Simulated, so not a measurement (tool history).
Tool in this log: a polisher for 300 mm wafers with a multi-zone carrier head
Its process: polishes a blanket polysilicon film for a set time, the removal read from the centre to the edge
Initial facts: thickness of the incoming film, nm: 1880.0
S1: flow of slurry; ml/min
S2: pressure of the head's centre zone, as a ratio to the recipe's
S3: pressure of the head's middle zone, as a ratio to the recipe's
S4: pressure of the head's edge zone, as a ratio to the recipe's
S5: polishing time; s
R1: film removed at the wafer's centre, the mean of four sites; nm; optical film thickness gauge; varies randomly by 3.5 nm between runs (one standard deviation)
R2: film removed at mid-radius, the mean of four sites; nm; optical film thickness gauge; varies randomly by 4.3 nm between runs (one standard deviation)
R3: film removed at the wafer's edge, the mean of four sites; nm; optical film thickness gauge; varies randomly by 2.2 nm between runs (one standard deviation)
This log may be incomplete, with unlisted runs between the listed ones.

| run | hour | S1 | S2 | S3 | S4 | S5 | R1 | R2 | R3 |
|---|---|---|---|---|---|---|---|---|---|
| 1 | 0 | 200 | 1 | 1 | 1 | 53 | 421.74 | 412.64 | 412.53 |
| 2 | 6.5 | 200 | 1 | 1 | 1.07 | 53 | 422.16 | 411.16 | 432.16 |
| 3 | 14.7 | 200 | 0.97 | 1 | 1.07 | 53 | 403.59 | 411.33 | 428.9 |
| 4 | 21.8 | 195 | 0.97 | 0.98 | 1.03 | 52 | 396.08 | 387.86 | 414.03 |
| 5 | 27.5 | 195 | 0.97 | 0.98 | 1.03 | 40 | 305.18 | 301.28 | 317.71 |
| 6 | 33.6 | 205 | 0.99 | 0.98 | 1.04 | 40 | 310.78 | 299.2 | 317.68 |
| 7 | 36.5 | 205 | 1.01 | 0.99 | 1.05 | 40 | 319.17 | 308.01 | 316.92 |
| 8 | 38.1 | 210 | 1.02 | 0.99 | 1.06 | 40 | 323.1 | 306.43 | 325.88 |
| 9 | 43.1 | 215 | 1.03 | 1 | 1.06 | 40 | 324.3 | 314.05 | 324.57 |
| 10 | 45.6 | 220 | 1.05 | 1 | 1.06 | 40 | 331.33 | 312.15 | 324.8 |

What will run 11 give?
| 11 | 52 | 225 | 1.06 | 1 | 1.07 | 40 | ? | ? | ? |

{"run 11": {"R1": 340.89, "R2": 313.42, "R3": 326.26}}

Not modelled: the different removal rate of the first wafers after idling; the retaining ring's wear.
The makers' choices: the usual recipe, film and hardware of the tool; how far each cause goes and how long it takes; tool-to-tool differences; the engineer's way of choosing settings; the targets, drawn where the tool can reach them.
